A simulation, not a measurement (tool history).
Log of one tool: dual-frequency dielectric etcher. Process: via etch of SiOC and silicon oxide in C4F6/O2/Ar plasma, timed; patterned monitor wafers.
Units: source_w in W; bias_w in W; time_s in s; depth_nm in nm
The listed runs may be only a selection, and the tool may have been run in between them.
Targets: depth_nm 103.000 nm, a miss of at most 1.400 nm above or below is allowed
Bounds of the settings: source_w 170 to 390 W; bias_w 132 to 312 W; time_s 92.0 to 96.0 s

Run 1, hour 0.0: source_w 280 W, bias_w 222 W, time_s 92.0 s. Result: depth_nm 93.058 nm.
Run 2, hour 4.4: source_w 290 W, bias_w 223 W, time_s 92.0 s. Result: depth_nm 93.783 nm.
Run 3, hour 10.7: source_w 300 W, bias_w 224 W, time_s 92.0 s. Result: depth_nm 95.353 nm.
Run 4, hour 11.2: source_w 280 W, bias_w 224 W, time_s 92.0 s. Result: depth_nm 92.987 nm.
Run 5, hour 18.6: source_w 290 W, bias_w 225 W, time_s 92.0 s. Result: depth_nm 94.723 nm.
Run 6, hour 22.7: source_w 300 W, bias_w 225 W, time_s 92.0 s. Result: depth_nm 95.465 nm.
Run 7, hour 27.2: source_w 310 W, bias_w 226 W, time_s 92.0 s. Result: depth_nm 96.440 nm.
Run 8, hour 29.8: source_w 320 W, bias_w 227 W, time_s 92.0 s. Result: depth_nm 97.587 nm.
Run 9, hour 34.8: source_w 320 W, bias_w 228 W, time_s 92.0 s. Result: depth_nm 97.956 nm.
Run 10, hour 36.4: source_w 320 W, bias_w 228 W, time_s 92.0 s. Result: depth_nm 98.095 nm.
Run 11, hour 39.4: source_w 340 W, bias_w 230 W, time_s 92.0 s. Result: depth_nm 99.806 nm.

Which of these 4 next moves meets every target?
Run A, hour 42.4: source_w 380 W, bias_w 205 W, time_s 94.5 s. Result: depth_nm ?.
Run B, hour 42.4: source_w 340 W, bias_w 206 W, time_s 94.5 s. Result: depth_nm ?.
Run C, hour 42.4: source_w 240 W, bias_w 267 W, time_s 94.5 s. Result: depth_nm ?.
Run D, hour 42.4: source_w 350 W, bias_w 238 W, time_s 96.0 s. Result: depth_nm ?.

move  depth_nm
   A   103.010
   B    99.436
   C    96.513
   D   106.510
A: in spec on every target
B: further off than the last run
C: further off than the last run
D: takes the biggest miss from the last run beyond its target
Move A is the one to make.

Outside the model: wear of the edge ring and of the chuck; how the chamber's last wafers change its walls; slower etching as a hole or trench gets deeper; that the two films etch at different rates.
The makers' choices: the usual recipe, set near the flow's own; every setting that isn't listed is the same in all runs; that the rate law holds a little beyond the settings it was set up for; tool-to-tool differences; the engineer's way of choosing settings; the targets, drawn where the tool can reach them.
